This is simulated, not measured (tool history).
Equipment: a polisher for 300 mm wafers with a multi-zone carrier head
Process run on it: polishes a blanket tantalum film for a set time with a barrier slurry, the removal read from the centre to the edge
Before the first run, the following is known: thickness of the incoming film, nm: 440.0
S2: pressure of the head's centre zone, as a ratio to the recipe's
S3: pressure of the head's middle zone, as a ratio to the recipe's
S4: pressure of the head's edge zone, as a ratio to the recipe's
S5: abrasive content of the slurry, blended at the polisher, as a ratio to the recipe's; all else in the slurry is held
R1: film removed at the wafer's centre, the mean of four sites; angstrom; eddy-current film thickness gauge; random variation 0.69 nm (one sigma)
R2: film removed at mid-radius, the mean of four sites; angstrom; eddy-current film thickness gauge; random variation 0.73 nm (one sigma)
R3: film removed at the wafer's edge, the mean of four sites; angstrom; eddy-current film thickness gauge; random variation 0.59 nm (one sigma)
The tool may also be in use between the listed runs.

Run 1, day 0.000: flow of slurry (ml/min) 240, S2 1.00, S3 1.00, S4 1.00, S5 1.00, polishing time (s) 75. Result: R1 1028.90 angstrom, R2 1037.4 angstrom, R3 1008.60 angstrom.
Run 2, day 0.304: flow of slurry (ml/min) 230, S2 0.97, S3 1.03, S4 0.98, S5 1.00, polishing time (s) 75. Result: R1 1001.00 angstrom, R2 1051.6 angstrom, R3 1004.70 angstrom.
Run 3, day 0.646: flow of slurry (ml/min) 230, S2 0.94, S3 1.06, S4 0.95, S5 1.00, polishing time (s) 75. Result: R1 965.55 angstrom, R2 1077.4 angstrom, R3 993.71 angstrom.
Run 4, day 0.858: flow of slurry (ml/min) 230, S2 0.94, S3 1.06, S4 0.88, S5 1.00, polishing time (s) 75. Result: R1 972.93 angstrom, R2 1071.8 angstrom, R3 960.67 angstrom.
Run 5, day 1.033: flow of slurry (ml/min) 230, S2 0.94, S3 1.06, S4 0.94, S5 1.00, polishing time (s) 75. Result: R1 971.14 angstrom, R2 1080.6 angstrom, R3 992.01 angstrom.
Run 6, day 1.279: flow of slurry (ml/min) 225, S2 0.93, S3 1.08, S4 0.92, S5 1.00, polishing time (s) 75. Result: R1 960.73 angstrom, R2 1085.1 angstrom, R3 986.78 angstrom.

Run 7 is up next; what results do you expect?
Run 7, day 1.404: flow of slurry (ml/min) 215, S2 0.88, S3 1.15, S4 0.84, S5 0.95, polishing time (s) 75. Result: R1 ?, R2 ?, R3 ?.

R1: 894.45 angstrom
R2: 1138.2 angstrom
R3: 925.22 angstrom

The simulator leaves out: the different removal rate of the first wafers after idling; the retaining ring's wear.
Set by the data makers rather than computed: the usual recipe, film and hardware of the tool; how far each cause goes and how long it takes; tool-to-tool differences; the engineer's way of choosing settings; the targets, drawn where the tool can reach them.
